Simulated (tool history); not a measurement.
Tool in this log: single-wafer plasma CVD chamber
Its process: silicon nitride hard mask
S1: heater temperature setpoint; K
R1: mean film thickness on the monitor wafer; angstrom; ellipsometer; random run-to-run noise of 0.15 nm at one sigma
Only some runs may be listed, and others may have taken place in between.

{"run": 1, "hour": 0.0, "S1": 693.15, "chamber pressure (Pa)": 195, "RF power (W)": 245, "deposition time (s)": 44.5, "R1": 433.98}
{"run": 2, "hour": 6.7, "S1": 693.15, "chamber pressure (Pa)": 181, "RF power (W)": 240, "deposition time (s)": 44.5, "R1": 422.42}
{"run": 3, "hour": 7.6, "S1": 693.15, "chamber pressure (Pa)": 181, "RF power (W)": 240, "deposition time (s)": 44.5, "R1": 425.6}
{"run": 4, "hour": 15.3, "S1": 697.15, "chamber pressure (Pa)": 181, "RF power (W)": 240, "deposition time (s)": 44.5, "R1": 424.43}
{"run": 5, "hour": 20.5, "S1": 697.15, "chamber pressure (Pa)": 171, "RF power (W)": 230, "deposition time (s)": 44.5, "R1": 410.57}
{"run": 6, "hour": 29.4, "S1": 697.15, "chamber pressure (Pa)": 163, "RF power (W)": 220, "deposition time (s)": 44.5, "R1": 397.07}
{"run": 7, "hour": 32.1, "S1": 697.15, "chamber pressure (Pa)": 156, "RF power (W)": 215, "deposition time (s)": 44.5, "R1": 391.41}
{"hour": 40.2, "done": "capacitance manometer re-zeroed and calibrated"}
{"run": 8, "hour": 40.2, "S1": 697.15, "chamber pressure (Pa)": 151, "RF power (W)": 210, "deposition time (s)": 44.5, "R1": 378.5}

Estimate the outcome of run 9 from the log above:
{"run": 9, "hour": 41.2, "S1": 697.15, "chamber pressure (Pa)": 144, "RF power (W)": 205, "deposition time (s)": 44.5, "R1": "?"}

R1: 372.52 angstrom
